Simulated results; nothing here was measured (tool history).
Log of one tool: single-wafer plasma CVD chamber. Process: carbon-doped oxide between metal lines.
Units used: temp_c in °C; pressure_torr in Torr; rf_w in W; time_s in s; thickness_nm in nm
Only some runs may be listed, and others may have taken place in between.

Run 1, hour 0: temp_c 355 °C, pressure_torr 5.81 Torr, rf_w 400 W, time_s 21.3 s. Result: thickness_nm 87.281 nm.
Run 2, hour 4.9: temp_c 355 °C, pressure_torr 5.81 Torr, rf_w 400 W, time_s 20.2 s. Result: thickness_nm 82.639 nm.
Run 3, hour 10.9: temp_c 352 °C, pressure_torr 6.01 Torr, rf_w 400 W, time_s 20.2 s. Result: thickness_nm 84.043 nm.
Run 4, hour 15.2: temp_c 350 °C, pressure_torr 6.18 Torr, rf_w 400 W, time_s 20.2 s. Result: thickness_nm 84.237 nm.
Run 5, hour 24.1: temp_c 350 °C, pressure_torr 6.89 Torr, rf_w 400 W, time_s 20.2 s. Result: thickness_nm 85.391 nm.
At hour 32.3: capacitance manometer re-zeroed and calibrated.
Run 6, hour 32.3: temp_c 350 °C, pressure_torr 6.89 Torr, rf_w 375 W, time_s 20.2 s. Result: thickness_nm 81.23 nm.
Run 7, hour 40.8: temp_c 348 °C, pressure_torr 7.04 Torr, rf_w 380 W, time_s 20.2 s. Result: thickness_nm 81.963 nm.
Run 8, hour 49.5: temp_c 347 °C, pressure_torr 7.15 Torr, rf_w 385 W, time_s 20.2 s. Result: thickness_nm 83.408 nm.
Run 9, hour 54.7: temp_c 346 °C, pressure_torr 7.27 Torr, rf_w 390 W, time_s 20.2 s. Result: thickness_nm 84.26 nm.
Run 10, hour 55.9: temp_c 345 °C, pressure_torr 7.37 Torr, rf_w 395 W, time_s 20.2 s. Result: thickness_nm 85.359 nm.
Run 11, hour 63.9: temp_c 344 °C, pressure_torr 7.46 Torr, rf_w 400 W, time_s 20.2 s. Result: thickness_nm 85.985 nm.
Run 12, hour 71: temp_c 344 °C, pressure_torr 7.52 Torr, rf_w 405 W, time_s 20.2 s. Result: thickness_nm 87.435 nm.
Run 13, hour 75.7: temp_c 343 °C, pressure_torr 7.6 Torr, rf_w 405 W, time_s 20.2 s. Result: thickness_nm 87.364 nm.
Run 14, hour 83.7: temp_c 342 °C, pressure_torr 7.67 Torr, rf_w 405 W, time_s 20.2 s. Result: thickness_nm 87.514 nm.

Estimate the outcome of run 15 from the log above:
Run 15, hour 86.2: temp_c 342 °C, pressure_torr 7.73 Torr, rf_w 405 W, time_s 20.2 s. Result: thickness_nm ?.

thickness_nm: 88.19 nm
